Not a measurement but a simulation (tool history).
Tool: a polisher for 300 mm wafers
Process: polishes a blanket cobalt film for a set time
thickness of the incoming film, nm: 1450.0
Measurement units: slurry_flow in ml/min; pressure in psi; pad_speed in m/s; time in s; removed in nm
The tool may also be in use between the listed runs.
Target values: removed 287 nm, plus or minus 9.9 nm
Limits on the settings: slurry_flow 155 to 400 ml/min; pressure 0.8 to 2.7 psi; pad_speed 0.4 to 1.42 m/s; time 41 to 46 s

Run 1, day 0: slurry_flow 255 ml/min, pressure 1.7 psi, pad_speed 0.9 m/s, time 46 s. Result: removed 212.25 nm.
Run 2, day 0.029: slurry_flow 255 ml/min, pressure 1.8 psi, pad_speed 0.9 m/s, time 46 s. Result: removed 220.19 nm.
Run 3, day 0.404: slurry_flow 200 ml/min, pressure 1.8 psi, pad_speed 0.9 m/s, time 46 s. Result: removed 215.5 nm.
Run 4, day 0.596: slurry_flow 200 ml/min, pressure 1.8 psi, pad_speed 0.72 m/s, time 46 s. Result: removed 175.3 nm.
Run 5, day 0.633: slurry_flow 200 ml/min, pressure 1.8 psi, pad_speed 0.72 m/s, time 41 s. Result: removed 154.73 nm.
Run 6, day 0.938: slurry_flow 210 ml/min, pressure 2 psi, pad_speed 0.74 m/s, time 41 s. Result: removed 175.56 nm.
Run 7, day 1.183: slurry_flow 210 ml/min, pressure 2.5 psi, pad_speed 0.88 m/s, time 41 s. Result: removed 254.15 nm.
Run 8, day 1.258: slurry_flow 215 ml/min, pressure 2.6 psi, pad_speed 0.88 m/s, time 41 s. Result: removed 262.39 nm.
Run 9, day 1.612: slurry_flow 220 ml/min, pressure 2.6 psi, pad_speed 0.88 m/s, time 41 s. Result: removed 256.73 nm.
Run 10, day 1.967: slurry_flow 220 ml/min, pressure 2.6 psi, pad_speed 0.9 m/s, time 41 s. Result: removed 262.52 nm.
Run 11, day 2.238: slurry_flow 220 ml/min, pressure 2.6 psi, pad_speed 0.92 m/s, time 41 s. Result: removed 269.17 nm.
Run 12, day 2.383: slurry_flow 220 ml/min, pressure 2.6 psi, pad_speed 0.92 m/s, time 41 s. Result: removed 273.98 nm.

Consider the 5 candidate settings below. Which is the only one whose results all fall within their allowed miss of target?
Run A, day 2.529: slurry_flow 245 ml/min, pressure 2.1 psi, pad_speed 0.98 m/s, time 42 s. Result: removed ?.
Run B, day 2.529: slurry_flow 230 ml/min, pressure 2.3 psi, pad_speed 0.88 m/s, time 44 s. Result: removed ?.
Run C, day 2.529: slurry_flow 205 ml/min, pressure 2.3 psi, pad_speed 1.04 m/s, time 44 s. Result: removed ?.
Run D, day 2.529: slurry_flow 200 ml/min, pressure 2.4 psi, pad_speed 0.96 m/s, time 42 s. Result: removed ?.
Run E, day 2.529: slurry_flow 255 ml/min, pressure 2.4 psi, pad_speed 0.88 m/s, time 41 s. Result: removed ?.

move  removed
   A    243.6
   B   249.64
   C   284.42
   D   261.74
   E   244.61
A: misses by more than the last run did
B: misses by more than the last run did
C: hits every target within its allowed miss
D: misses by more than the last run did
E: misses by more than the last run did
Move C is the one to make.
